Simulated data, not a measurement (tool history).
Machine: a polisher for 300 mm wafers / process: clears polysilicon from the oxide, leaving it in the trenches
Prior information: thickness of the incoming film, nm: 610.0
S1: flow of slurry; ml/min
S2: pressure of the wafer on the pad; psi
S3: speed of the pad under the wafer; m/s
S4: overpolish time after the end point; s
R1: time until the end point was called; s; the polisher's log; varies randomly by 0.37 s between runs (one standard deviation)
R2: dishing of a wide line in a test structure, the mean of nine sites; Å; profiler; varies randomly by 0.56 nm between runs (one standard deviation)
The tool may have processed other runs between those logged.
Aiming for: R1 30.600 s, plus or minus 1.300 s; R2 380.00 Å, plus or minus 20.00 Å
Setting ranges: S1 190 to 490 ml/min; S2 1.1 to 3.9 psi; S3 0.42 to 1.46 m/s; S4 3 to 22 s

run	hour	S1	S2	S3	S4	R1	R2
1	0.0	315	2.5	0.94	11	45.675	490.55
2	8.4	315	2.5	1.06	11	40.922	500.30
3	12.0	330	2.8	1.04	8	36.991	475.33
4	15.7	330	2.8	1.04	5	37.084	424.97
5	22.2	330	2.8	1.04	9	35.702	486.35
6	26.4	385	2.8	1.04	9	36.643	486.02
7	33.2	295	3.1	1.04	3	33.578	352.27
8	37.6	310	3.2	1.04	3	32.376	370.22
9	44.1	310	3.2	1.04	3	32.010	367.17
10	51.0	310	3.3	1.04	5	31.328	454.47
11	52.0	300	3.2	1.06	4	32.206	418.29
12	53.1	350	3.2	1.06	4	31.604	426.07
13	60.8	350	3.2	1.06	4	31.710	421.44
14	66.5	325	3.2	1.06	4	31.095	437.44
# hour 71.4: head pressure recalibrated
15	71.4	290	3.2	1.06	4	35.240	408.49
16	78.3	320	3.2	1.04	4	36.114	396.26

Exercise: of the 5 proposed moves below, exactly one satisfies all targets within the stated allowed misses. Which move is it?
A	85.2	375	3.2	1.18	3	?	?
B	85.2	330	2.7	0.96	6	?	?
C	85.2	365	2.3	1.16	5	?	?
D	85.2	370	3.4	1.02	5	?	?
E	85.2	315	3.9	0.98	4	?	?

move	R1	R2
A	31.314	372.42
B	45.570	424.35
C	43.973	401.59
D	34.044	439.60
E	31.297	419.93
A: all results land within tolerance of their targets
B: further off than the last run
C: further off than the last run
D: nearer than the last run, and not there yet
E: corrects the largest miss of the last run, while another result sits out of spec
Go with A: it meets all targets.

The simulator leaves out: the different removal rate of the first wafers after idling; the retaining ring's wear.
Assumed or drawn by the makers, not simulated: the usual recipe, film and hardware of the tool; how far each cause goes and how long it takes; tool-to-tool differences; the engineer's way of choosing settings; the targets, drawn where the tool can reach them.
